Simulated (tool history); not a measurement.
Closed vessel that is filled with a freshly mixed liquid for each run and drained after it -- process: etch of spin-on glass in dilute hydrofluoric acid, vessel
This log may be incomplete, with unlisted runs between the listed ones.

run  hour  temperature setpoint of the liquid (C)  parts of water to one part of 49 % hydrofluoric acid (parts by volume)  time in the liquid (s)  thickness taken off the spin-on glass on a monitor wafer (nm)
  1     0                                      24                                                                     275                     455                                                         41.613
  2   5.6                                      24                                                                     275                     490                                                             45
  3    14                                      22                                                                     285                     490                                                         40.387
  4  19.7                                    23.5                                                                     285                     490                                                          42.26
  5    23                                    23.5                                                                     215                     490                                                         60.074
  6  31.6                                    23.5                                                                     215                     490                                                         59.746
  7  34.2                                    23.5                                                                     215                     490                                                         60.113

Run 8 is up next; what results do you expect?
  8  40.2                                      22                                                                     240                     490                                                              ?

{"run 8": {"thickness taken off the spin-on glass on a monitor wafer (nm)": 50.064}}

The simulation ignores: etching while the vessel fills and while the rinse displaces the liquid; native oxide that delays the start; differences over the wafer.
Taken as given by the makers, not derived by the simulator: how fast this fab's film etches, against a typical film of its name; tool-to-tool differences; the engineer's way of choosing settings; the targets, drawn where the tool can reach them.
